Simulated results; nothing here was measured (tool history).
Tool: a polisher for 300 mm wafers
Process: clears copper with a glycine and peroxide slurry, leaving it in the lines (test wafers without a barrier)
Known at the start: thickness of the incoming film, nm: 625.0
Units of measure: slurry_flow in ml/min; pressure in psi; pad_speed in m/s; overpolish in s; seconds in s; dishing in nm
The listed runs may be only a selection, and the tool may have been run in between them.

Run 1, hour 0: slurry_flow 205 ml/min, pressure 2.5 psi, pad_speed 0.86 m/s, overpolish 25 s. Result: seconds 114.23 s, dishing 63.706 nm.
Run 2, hour 1.7: slurry_flow 205 ml/min, pressure 2.2 psi, pad_speed 0.84 m/s, overpolish 28 s. Result: seconds 128.19 s, dishing 63.499 nm.
Run 3, hour 5.4: slurry_flow 205 ml/min, pressure 2 psi, pad_speed 0.82 m/s, overpolish 30 s. Result: seconds 140 s, dishing 63.393 nm.
Run 4, hour 10: slurry_flow 205 ml/min, pressure 1.9 psi, pad_speed 0.82 m/s, overpolish 32 s. Result: seconds 148.01 s, dishing 63.54 nm.
Run 5, hour 18.5: slurry_flow 205 ml/min, pressure 1.9 psi, pad_speed 0.82 m/s, overpolish 40 s. Result: seconds 145.71 s, dishing 71.627 nm.
Run 6, hour 22: slurry_flow 205 ml/min, pressure 1.9 psi, pad_speed 0.96 m/s, overpolish 40 s. Result: seconds 131.83 s, dishing 73.905 nm.

Run 7 has not been measured yet. What should we expect?
Run 7, hour 30.8: slurry_flow 205 ml/min, pressure 1.7 psi, pad_speed 0.94 m/s, overpolish 41 s. Result: seconds ?, dishing ?.

seconds: 144.7 s
dishing: 71.165 nm

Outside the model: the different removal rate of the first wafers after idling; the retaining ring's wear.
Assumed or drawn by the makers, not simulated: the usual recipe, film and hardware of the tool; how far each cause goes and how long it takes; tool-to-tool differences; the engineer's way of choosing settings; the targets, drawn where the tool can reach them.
